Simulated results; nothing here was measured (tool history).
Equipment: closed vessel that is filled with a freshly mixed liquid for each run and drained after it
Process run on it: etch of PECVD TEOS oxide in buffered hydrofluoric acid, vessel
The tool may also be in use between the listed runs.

| run | hour | temperature setpoint of the liquid (C) | parts of 40 % ammonium fluoride to one part of 49 % hydrofluoric acid (parts by volume) | time in the liquid (s) | thickness taken off the PECVD TEOS oxide on a monitor wafer (angstrom) |
|---|---|---|---|---|---|
| 1 | 0 | 24 | 10.5 | 105 | 3131 |
| 2 | 1.2 | 24 | 8 | 105 | 4002.6 |
| 3 | 8.9 | 25 | 8 | 105 | 4194.4 |
| 4 | 16.3 | 25 | 8 | 105 | 4199.4 |
| 5 | 19.8 | 25 | 6 | 105 | 5525.1 |
| 6 | 28.4 | 25 | 5 | 105 | 6443.5 |

What will run 7 give?
| 7 | 36.9 | 23.5 | 5 | 105 | ? |

thickness taken off the PECVD TEOS oxide on a monitor wafer (angstrom): 5943.5
